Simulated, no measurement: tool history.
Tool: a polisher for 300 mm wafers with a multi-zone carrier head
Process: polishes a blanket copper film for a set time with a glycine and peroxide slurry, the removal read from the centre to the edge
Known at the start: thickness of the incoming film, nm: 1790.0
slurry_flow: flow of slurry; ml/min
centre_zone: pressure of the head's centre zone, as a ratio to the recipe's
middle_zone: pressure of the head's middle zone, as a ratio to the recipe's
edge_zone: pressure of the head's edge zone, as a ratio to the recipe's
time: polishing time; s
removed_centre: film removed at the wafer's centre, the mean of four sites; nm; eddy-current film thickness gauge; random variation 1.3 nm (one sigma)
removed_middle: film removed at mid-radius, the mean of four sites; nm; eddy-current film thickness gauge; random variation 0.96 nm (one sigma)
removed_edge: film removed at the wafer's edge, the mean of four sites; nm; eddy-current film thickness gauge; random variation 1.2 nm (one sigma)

Run 1, hour 0: slurry_flow 130 ml/min, centre_zone 1, middle_zone 1, edge_zone 1, time 51 s. Result: removed_centre 236.95 nm, removed_middle 233.86 nm, removed_edge 232.96 nm.
Run 2, hour 2.8: slurry_flow 130 ml/min, centre_zone 1, middle_zone 1, edge_zone 0.92, time 51 s. Result: removed_centre 235.57 nm, removed_middle 235.89 nm, removed_edge 228.35 nm.
Run 3, hour 4.4: slurry_flow 130 ml/min, centre_zone 1.05, middle_zone 1, edge_zone 0.92, time 51 s. Result: removed_centre 247.45 nm, removed_middle 234.86 nm, removed_edge 223.07 nm.
Run 4, hour 5.7: slurry_flow 115 ml/min, centre_zone 1.03, middle_zone 0.96, edge_zone 0.91, time 42 s. Result: removed_centre 193.84 nm, removed_middle 183.91 nm, removed_edge 183.29 nm.
Run 5, hour 7.7: slurry_flow 110 ml/min, centre_zone 1.03, middle_zone 0.92, edge_zone 0.9, time 36 s. Result: removed_centre 166.64 nm, removed_middle 151.58 nm, removed_edge 153.4 nm.
Run 6, hour 8.5: slurry_flow 105 ml/min, centre_zone 1.01, middle_zone 0.89, edge_zone 0.9, time 34 s. Result: removed_centre 154.38 nm, removed_middle 136.84 nm, removed_edge 143.58 nm.
Run 7, hour 12.3: slurry_flow 85 ml/min, centre_zone 0.91, middle_zone 0.81, edge_zone 0.82, time 30 s. Result: removed_centre 116.77 nm, removed_middle 104.45 nm, removed_edge 117.65 nm.

Run 8 comes next. What will it give?
Run 8, hour 19.2: slurry_flow 95 ml/min, centre_zone 0.91, middle_zone 0.81, edge_zone 0.82, time 30 s. Result: removed_centre ?, removed_middle ?, removed_edge ?.

{"run 8": {"removed_centre": 121.46, "removed_middle": 109.34, "removed_edge": 119.64}}

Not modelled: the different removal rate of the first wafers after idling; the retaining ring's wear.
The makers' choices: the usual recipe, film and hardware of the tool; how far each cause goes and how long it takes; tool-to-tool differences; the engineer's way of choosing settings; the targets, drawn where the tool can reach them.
